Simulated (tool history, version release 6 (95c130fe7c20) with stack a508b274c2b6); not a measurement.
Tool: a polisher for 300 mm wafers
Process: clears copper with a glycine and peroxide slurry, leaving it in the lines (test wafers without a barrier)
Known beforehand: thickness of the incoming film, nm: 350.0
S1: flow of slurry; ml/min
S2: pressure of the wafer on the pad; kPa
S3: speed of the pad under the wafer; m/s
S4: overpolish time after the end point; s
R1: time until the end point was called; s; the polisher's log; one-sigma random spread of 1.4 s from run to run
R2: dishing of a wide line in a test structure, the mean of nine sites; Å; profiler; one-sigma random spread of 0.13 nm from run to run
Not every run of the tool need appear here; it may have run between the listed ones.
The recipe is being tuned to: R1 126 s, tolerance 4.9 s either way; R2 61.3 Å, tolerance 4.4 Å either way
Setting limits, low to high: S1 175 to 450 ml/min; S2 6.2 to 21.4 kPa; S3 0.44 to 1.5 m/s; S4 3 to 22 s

| run | day | S1 | S2 | S3 | S4 | R1 | R2 |
|---|---|---|---|---|---|---|---|
| 1 | 0 | 290 | 13.8 | 0.96 | 11 | 103.66 | 260.7 |
| 2 | 0.25 | 285 | 13.1 | 0.98 | 10 | 104.42 | 226.7 |
| 3 | 0.5 | 230 | 13.1 | 0.98 | 10 | 109.5 | 222.61 |
| 4 | 0.55 | 260 | 12.4 | 0.98 | 9 | 107.75 | 196.66 |
| 5 | 0.696 | 260 | 14.5 | 0.98 | 9 | 99.053 | 220.42 |
|  | 0.921 | slurry nozzle cleaned |
| 6 | 0.921 | 260 | 14.5 | 0.98 | 6 | 91.829 | 160.17 |
| 7 | 1.029 | 285 | 13.1 | 0.96 | 6 | 100.68 | 151.23 |
| 8 | 1.054 | 285 | 12.4 | 0.96 | 6 | 101.35 | 141.15 |
| 9 | 1.396 | 305 | 11.7 | 0.94 | 6 | 108.03 | 139.77 |
| 10 | 1.638 | 290 | 11 | 0.96 | 6 | 108.65 | 139.32 |
| 11 | 1.754 | 310 | 10.3 | 0.94 | 6 | 113.31 | 133.77 |
| 12 | 1.808 | 320 | 9.7 | 0.92 | 6 | 121.63 | 127.19 |
| 13 | 2.033 | 300 | 9 | 0.94 | 6 | 122.48 | 117.2 |
| 14 | 2.196 | 285 | 8.3 | 0.96 | 6 | 124.28 | 116.33 |
| 15 | 2.508 | 270 | 8.3 | 0.96 | 6 | 129.65 | 115.08 |
| 16 | 2.796 | 265 | 8.3 | 0.98 | 6 | 126.38 | 118.7 |
| 17 | 2.833 | 290 | 8.3 | 0.96 | 6 | 123.71 | 120.54 |
| 18 | 2.996 | 275 | 8.3 | 0.96 | 6 | 127.2 | 115.14 |
| 19 | 3.146 | 195 | 6.2 | 1.16 | 3 | 133.3 | 55.362 |
| 20 | 3.396 | 200 | 6.2 | 1.16 | 3 | 135.03 | 58.733 |

Below are 5 possible settings for the next run. Only one of them brings all results inside the allowed miss of their targets. Which is it?
| A | 3.646 | 175 | 6.2 | 1.14 | 3 | ? | ? |
| B | 3.646 | 235 | 6.2 | 1.18 | 3 | ? | ? |
| C | 3.646 | 175 | 6.2 | 1.04 | 3 | ? | ? |
| D | 3.646 | 175 | 6.2 | 1 | 3 | ? | ? |
| E | 3.646 | 180 | 6.9 | 1.06 | 3 | ? | ? |

| move | R1 | R2 |
|---|---|---|
| A | 138.05 | 56.476 |
| B | 128.85 | 60.402 |
| C | 146.51 | 53.307 |
| D | 150.19 | 52.036 |
| E | 137.79 | 56.622 |
A: its largest miss is bigger than the last run's
B: each result inside its tolerance
C: its largest miss is bigger than the last run's
D: its largest miss is bigger than the last run's
E: its largest miss is bigger than the last run's
The move that meets every target is B.

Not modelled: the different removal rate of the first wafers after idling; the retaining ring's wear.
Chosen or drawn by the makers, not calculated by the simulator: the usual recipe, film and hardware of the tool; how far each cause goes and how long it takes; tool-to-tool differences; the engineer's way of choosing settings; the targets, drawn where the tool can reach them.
